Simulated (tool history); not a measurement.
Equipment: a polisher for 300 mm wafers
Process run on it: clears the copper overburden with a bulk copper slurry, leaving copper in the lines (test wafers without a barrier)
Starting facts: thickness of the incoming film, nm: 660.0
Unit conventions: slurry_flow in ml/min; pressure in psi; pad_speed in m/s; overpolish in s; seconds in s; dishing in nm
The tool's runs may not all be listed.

| run | hour | slurry_flow | pressure | pad_speed | slurry_solids | overpolish | seconds | dishing |
|---|---|---|---|---|---|---|---|---|
| 1 | 0 | 250 | 2.3 | 1.14 | 1 | 8 | 86.191 | 23.861 |
| 2 | 1.7 | 250 | 2 | 1.06 | 1 | 6 | 105.43 | 18.409 |
| 3 | 10.2 | 285 | 1.7 | 0.96 | 1.15 | 5 | 133.14 | 14.346 |
| 4 | 14.1 | 285 | 1.7 | 0.96 | 1.3 | 5 | 131.88 | 14.348 |
| 5 | 20.9 | 285 | 1.2 | 0.96 | 1.3 | 5 | 174.26 | 11.594 |
| 6 | 23.7 | 315 | 1.1 | 0.96 | 1.35 | 4 | 186.98 | 8.8159 |

Run 7 has not been measured yet. What should we expect?
| 7 | 30.5 | 335 | 1.1 | 1.02 | 1.4 | 3 | ? | ? |

seconds: 175.84 s
dishing: 7.497 nm

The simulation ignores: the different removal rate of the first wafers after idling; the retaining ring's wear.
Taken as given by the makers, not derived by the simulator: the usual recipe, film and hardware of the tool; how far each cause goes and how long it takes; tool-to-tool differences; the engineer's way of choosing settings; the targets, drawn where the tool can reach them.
